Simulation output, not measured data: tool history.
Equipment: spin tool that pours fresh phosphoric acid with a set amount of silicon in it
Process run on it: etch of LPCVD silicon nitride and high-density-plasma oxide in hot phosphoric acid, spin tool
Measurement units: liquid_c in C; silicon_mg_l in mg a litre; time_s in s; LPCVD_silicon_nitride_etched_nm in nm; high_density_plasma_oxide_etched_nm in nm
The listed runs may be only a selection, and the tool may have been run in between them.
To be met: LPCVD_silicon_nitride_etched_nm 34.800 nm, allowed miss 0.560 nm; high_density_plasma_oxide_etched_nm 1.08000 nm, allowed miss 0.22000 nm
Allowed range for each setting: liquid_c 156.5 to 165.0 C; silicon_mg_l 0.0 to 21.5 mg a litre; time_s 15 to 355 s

run	hour	liquid_c	silicon_mg_l	time_s	LPCVD_silicon_nitride_etched_nm	high_density_plasma_oxide_etched_nm
1	0.0	160.0	9.5	180	17.747	0.39278
2	7.1	161.5	8.0	205	21.256	0.55929
3	14.8	162.5	9.0	225	24.012	0.58147
4	19.8	163.0	7.5	240	26.075	0.74105
5	22.6	163.5	7.5	255	28.116	0.72462
6	28.3	163.5	7.5	195	21.551	0.61103
7	34.7	164.0	7.0	220	24.663	0.72493
8	35.6	164.5	6.5	240	27.569	0.73294
9	44.1	164.5	4.5	255	29.048	0.99161
10	46.7	164.5	5.0	265	30.223	0.99328
11	48.4	164.5	5.5	275	31.351	0.90096
12	49.3	165.0	3.0	295	33.986	1.05360

5 next moves are on the table. One of them brings every result within its allowed miss. Which?
A	50.2	165.0	1.0	280	?	?
B	50.2	164.5	0.0	290	?	?
C	50.2	165.0	5.0	300	?	?
D	50.2	163.5	10.0	300	?	?
E	50.2	165.0	0.0	280	?	?

move	LPCVD_silicon_nitride_etched_nm	high_density_plasma_oxide_etched_nm
A	32.455	1.18200
B	33.066	1.20250
C	34.773	1.17260
D	33.097	0.94638
E	32.455	1.20390
A: its largest miss is bigger than the last run's
B: its largest miss is bigger than the last run's
C: every result within its allowed miss
D: its largest miss is bigger than the last run's
E: its largest miss is bigger than the last run's
Move C is the one to make.
